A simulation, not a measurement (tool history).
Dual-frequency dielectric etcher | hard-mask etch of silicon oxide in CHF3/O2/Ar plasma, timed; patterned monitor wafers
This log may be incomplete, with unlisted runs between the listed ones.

run,day,source power (kW),bias power (kW),etch time (s),mean etch depth across the wafer (nm)
1,0,0.49,0.166,24,40.949
2,0.175,0.54,0.166,24,43.38
3,0.321,0.54,0.152,24,41.392
4,0.425,0.54,0.122,24,38.306
5,0.671,0.52,0.119,24,37.033
6,0.817,0.5,0.117,24,36.057
7,0.967,0.42,0.107,24,31.762

Run 8 has not been measured yet. What should we expect?
8,1.171,0.43,0.108,24,?

For run 8 the tool returned mean etch depth across the wafer (nm) 32.224.
